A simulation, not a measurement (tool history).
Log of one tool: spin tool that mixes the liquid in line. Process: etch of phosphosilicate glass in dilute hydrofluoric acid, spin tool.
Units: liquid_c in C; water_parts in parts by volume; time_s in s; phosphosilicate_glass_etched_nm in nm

| run | hour | liquid_c | water_parts | time_s | phosphosilicate_glass_etched_nm |
|---|---|---|---|---|---|
| 1 | 0 | 25 | 95 | 15 | 10.289 |
| 2 | 1.1 | 26 | 90 | 15 | 11.349 |
| 3 | 9.2 | 26.5 | 85 | 15 | 12.262 |
| 4 | 13.3 | 26.5 | 55 | 15 | 19.763 |
| 5 | 16 | 27 | 55 | 15 | 20.036 |
| 6 | 24.5 | 27 | 40 | 15 | 28.678 |
| 7 | 28.2 | 26.5 | 40 | 15 | 27.936 |
| 8 | 36.2 | 26 | 40 | 15 | 27.542 |
| 9 | 45 | 25.5 | 45 | 15 | 23.52 |

Forecast run 10:
| 10 | 50.8 | 26.5 | 45 | 15 | ? |

phosphosilicate_glass_etched_nm: 24.463 nm
